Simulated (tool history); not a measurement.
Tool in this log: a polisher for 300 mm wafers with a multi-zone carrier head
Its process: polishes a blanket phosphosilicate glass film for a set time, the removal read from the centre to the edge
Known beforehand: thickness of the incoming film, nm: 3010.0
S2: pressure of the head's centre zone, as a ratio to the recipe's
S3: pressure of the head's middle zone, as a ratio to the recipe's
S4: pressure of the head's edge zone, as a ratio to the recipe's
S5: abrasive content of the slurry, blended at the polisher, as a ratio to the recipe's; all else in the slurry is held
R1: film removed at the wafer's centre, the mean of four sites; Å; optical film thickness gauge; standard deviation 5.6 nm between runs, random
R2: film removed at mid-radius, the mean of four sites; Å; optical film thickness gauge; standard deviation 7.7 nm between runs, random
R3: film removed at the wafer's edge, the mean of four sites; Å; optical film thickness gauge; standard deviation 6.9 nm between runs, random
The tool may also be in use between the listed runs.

{"run": 1, "hour": 0.0, "flow of slurry (ml/min)": 270, "S2": 1, "S3": 1, "S4": 1, "S5": 1, "polishing time (s)": 87, "R1": 8431.5, "R2": 8183, "R3": 8499}
{"run": 2, "hour": 0.8, "flow of slurry (ml/min)": 270, "S2": 0.99, "S3": 1, "S4": 0.99, "S5": 0.95, "polishing time (s)": 86, "R1": 7996.3, "R2": 7920.2, "R3": 7807}
{"run": 3, "hour": 8.9, "flow of slurry (ml/min)": 270, "S2": 0.99, "S3": 1, "S4": 1.07, "S5": 0.95, "polishing time (s)": 86, "R1": 8059.6, "R2": 7754.5, "R3": 8273.8}
{"run": 4, "hour": 13.0, "flow of slurry (ml/min)": 270, "S2": 0.99, "S3": 1, "S4": 1.07, "S5": 0.95, "polishing time (s)": 77, "R1": 7227.5, "R2": 7127, "R3": 7288}
{"run": 5, "hour": 21.1, "flow of slurry (ml/min)": 270, "S2": 0.98, "S3": 1, "S4": 1.06, "S5": 0.9, "polishing time (s)": 77, "R1": 6997.4, "R2": 7020.2, "R3": 7016.9}
{"run": 6, "hour": 26.5, "flow of slurry (ml/min)": 270, "S2": 0.98, "S3": 1, "S4": 1.02, "S5": 0.9, "polishing time (s)": 77, "R1": 7008.5, "R2": 6979, "R3": 7041.7}

What does the tool deliver on the next run?
{"run": 7, "hour": 34.9, "flow of slurry (ml/min)": 270, "S2": 0.97, "S3": 1, "S4": 1.01, "S5": 0.85, "polishing time (s)": 77, "R1": "?", "R2": "?", "R3": "?"}

R1: 6652.3 Å
R2: 6731.2 Å
R3: 6706.3 Å
